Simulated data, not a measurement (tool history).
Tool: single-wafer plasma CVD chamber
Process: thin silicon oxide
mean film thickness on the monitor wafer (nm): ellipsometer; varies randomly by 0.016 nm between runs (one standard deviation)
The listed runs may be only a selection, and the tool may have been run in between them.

run,hour,heater temperature setpoint (deg C),chamber pressure (Pa),RF power (W),deposition time (s),mean film thickness on the monitor wafer (nm)
1,0.0,420,73.2,245,5.15,4.7946
2,7.0,420,73.2,245,5.15,4.7507
3,8.6,420,73.2,215,5.15,4.5437
4,14.2,413,73.2,215,5.15,4.5678
5,23.1,413,83.7,215,5.15,5.1638
6,25.9,413,83.7,200,5.15,5.0262
7,33.5,413,77.7,200,5.14,4.6230

Predict the results of run 8:
8,39.0,413,73.3,200,5.14,?

Run 8 yielded mean film thickness on the monitor wafer (nm) 4.4176.

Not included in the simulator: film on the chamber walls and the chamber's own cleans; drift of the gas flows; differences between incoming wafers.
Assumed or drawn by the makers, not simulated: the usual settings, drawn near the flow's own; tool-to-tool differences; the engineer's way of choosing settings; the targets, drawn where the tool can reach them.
